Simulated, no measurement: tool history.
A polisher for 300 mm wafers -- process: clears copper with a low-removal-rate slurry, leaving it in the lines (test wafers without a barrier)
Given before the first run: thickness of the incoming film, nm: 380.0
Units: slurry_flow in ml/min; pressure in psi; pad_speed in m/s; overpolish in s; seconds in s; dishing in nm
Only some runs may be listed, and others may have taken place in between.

run,day,slurry_flow,pressure,pad_speed,slurry_solids,overpolish,seconds,dishing
1,0.000,310,4.1,1.28,1.0,20,63.509,67.043
2,0.358,310,4.1,1.58,1.0,20,51.237,76.564
3,0.462,310,3.6,1.58,1.0,20,61.372,67.475
4,0.688,310,3.4,1.58,1.0,20,62.382,64.600
5,0.762,310,2.9,1.58,1.0,20,72.474,56.906
6,1.038,230,2.9,1.58,1.0,20,75.066,56.615
7,1.071,230,2.8,1.58,1.0,20,76.097,53.530
8,1.121,230,2.8,1.58,1.0,20,79.033,53.305

Estimate the outcome of run 9 from the log above:
9,1.333,230,2.7,1.58,1.0,20,?,?

seconds: 81.466 s
dishing: 52.884 nm
